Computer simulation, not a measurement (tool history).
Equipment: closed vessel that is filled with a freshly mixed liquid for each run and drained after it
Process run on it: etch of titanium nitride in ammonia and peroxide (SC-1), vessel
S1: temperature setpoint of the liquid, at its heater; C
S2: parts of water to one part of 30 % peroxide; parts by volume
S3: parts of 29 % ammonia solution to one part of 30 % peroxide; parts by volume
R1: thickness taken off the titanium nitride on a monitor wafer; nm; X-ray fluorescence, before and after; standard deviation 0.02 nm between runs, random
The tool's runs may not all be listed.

run 1 hour=0.0 | S1=59.0 S2=14 S3=0.70 time_in_the_liquid_(s)=30 | R1=3.0540
run 2 hour=8.2 | S1=59.0 S2=14 S3=0.80 time_in_the_liquid_(s)=30 | R1=3.1413
run 3 hour=15.3 | S1=59.0 S2=14 S3=0.80 time_in_the_liquid_(s)=30 | R1=3.1341
run 4 hour=16.8 | S1=59.0 S2=14 S3=0.95 time_in_the_liquid_(s)=30 | R1=3.2280
run 5 hour=23.1 | S1=61.5 S2=14 S3=0.95 time_in_the_liquid_(s)=30 | R1=3.7751
run 6 hour=29.5 | S1=61.5 S2=10 S3=0.95 time_in_the_liquid_(s)=30 | R1=4.5176
run 7 hour=30.5 | S1=62.5 S2=10 S3=0.95 time_in_the_liquid_(s)=30 | R1=4.8413

Run 8 comes next. What will it give?
run 8 hour=39.5 | S1=62.5 S2=10 S3=0.95 time_in_the_liquid_(s)=30 | R1=?

{"run 8": {"R1": 4.8319}}

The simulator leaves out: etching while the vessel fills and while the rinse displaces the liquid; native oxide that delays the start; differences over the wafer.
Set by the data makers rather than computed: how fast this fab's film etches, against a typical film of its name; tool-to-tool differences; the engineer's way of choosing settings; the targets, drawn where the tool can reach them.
